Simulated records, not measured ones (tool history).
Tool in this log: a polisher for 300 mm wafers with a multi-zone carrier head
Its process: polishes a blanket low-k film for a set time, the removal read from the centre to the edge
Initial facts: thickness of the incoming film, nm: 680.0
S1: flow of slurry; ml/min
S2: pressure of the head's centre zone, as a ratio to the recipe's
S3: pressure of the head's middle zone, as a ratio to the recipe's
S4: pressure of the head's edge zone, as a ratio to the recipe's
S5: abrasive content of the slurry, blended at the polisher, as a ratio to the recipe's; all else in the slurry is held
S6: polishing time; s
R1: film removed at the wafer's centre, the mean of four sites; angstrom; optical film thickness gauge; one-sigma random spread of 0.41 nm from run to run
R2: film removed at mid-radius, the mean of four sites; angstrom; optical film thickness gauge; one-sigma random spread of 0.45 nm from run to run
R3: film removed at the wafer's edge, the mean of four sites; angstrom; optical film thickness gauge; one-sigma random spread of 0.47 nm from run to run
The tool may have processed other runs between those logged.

run  hour   S1    S2  S3    S4    S5  S6      R1      R2      R3
  1     0  165     1   1     1     1  74  340.42  365.46  350.52
  2   4.1  165  0.93   1     1     1  74  315.96  360.61  350.18
  3  10.7  165  0.93   1     1     1  62  261.48  309.44  296.31
  4  16.5  165  0.93   1  0.92     1  62  266.47   303.2  292.04
  5  22.1  165  0.93   1  0.92  1.15  62  281.03  324.01  302.86
       25  -- centre zone pressure recalibrated
  6    25  165  0.93   1  0.92  1.35  62   316.1  343.31  324.35

Run 7 is up next; what results do you expect?
  7  30.4  215  1.01  1.1  1.02  1.5  68   ?   ?   ?

R1: 406.7 angstrom
R2: 439.91 angstrom
R3: 400.13 angstrom

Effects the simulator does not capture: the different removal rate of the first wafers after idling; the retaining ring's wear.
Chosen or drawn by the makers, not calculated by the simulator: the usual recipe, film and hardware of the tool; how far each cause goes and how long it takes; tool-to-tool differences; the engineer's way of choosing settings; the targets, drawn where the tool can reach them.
